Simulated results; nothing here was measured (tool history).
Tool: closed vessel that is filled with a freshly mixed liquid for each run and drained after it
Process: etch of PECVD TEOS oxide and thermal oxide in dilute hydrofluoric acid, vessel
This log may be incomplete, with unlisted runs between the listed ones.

run	day	temperature setpoint of the liquid (K)	parts of water to one part of 49 % hydrofluoric acid (parts by volume)	time in the liquid (s)	thickness taken off the PECVD TEOS oxide on a monitor wafer (nm)	thickness taken off the thermal oxide on a monitor wafer (nm)
1	0.000	295.15	135	390	43.466	10.3160
2	0.379	297.65	135	390	46.820	11.3950
3	0.500	297.65	135	510	61.986	14.9070
4	0.796	297.15	140	510	58.730	14.0740
# day 0.983: thermometer replaced
5	0.983	296.65	145	510	57.546	14.0440
6	1.371	297.65	145	510	60.270	14.6490
7	1.462	296.65	150	510	56.887	13.6110

Run 8 comes next. What will it give?
8	1.812	292.65	180	505	?	?

{"run 8": {"thickness taken off the PECVD TEOS oxide on a monitor wafer (nm)": 38.133, "thickness taken off the thermal oxide on a monitor wafer (nm)": 9.2254}}
